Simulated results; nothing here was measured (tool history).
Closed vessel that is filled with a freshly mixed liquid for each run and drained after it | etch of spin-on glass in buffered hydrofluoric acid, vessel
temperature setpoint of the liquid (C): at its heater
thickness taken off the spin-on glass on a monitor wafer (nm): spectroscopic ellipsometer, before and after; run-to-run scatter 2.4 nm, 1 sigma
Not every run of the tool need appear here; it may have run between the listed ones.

run    day  temperature setpoint of the liquid (C)  parts of 40 % ammonium fluoride to one part of 49 % hydrofluoric acid (parts by volume)  time in the liquid (s)  thickness taken off the spin-on glass on a monitor wafer (nm)
  1  0.000                                    23.0                                                                                     12.0                      90                                                         243.02
  2  0.333                                    24.5                                                                                     12.0                      90                                                         264.16
  3  0.433                                    25.0                                                                                     12.0                      90                                                         270.41
  4  0.708                                    25.0                                                                                     15.0                      90                                                         219.01
  5  0.742                                    25.0                                                                                     16.5                      90                                                         196.38
  6  0.862                                    25.0                                                                                     16.5                      90                                                         198.26
  7  0.892                                    26.0                                                                                     16.0                      90                                                         214.53
  8  1.138                                    27.0                                                                                     15.5                      90                                                         235.49
  9  1.379                                    28.0                                                                                     15.5                      90                                                         246.44

For run 10, what comes out?
 10  1.688                                    28.5                                                                                     15.5                      90                                                              ?

Run 10 produced thickness taken off the spin-on glass on a monitor wafer (nm) 252.74.
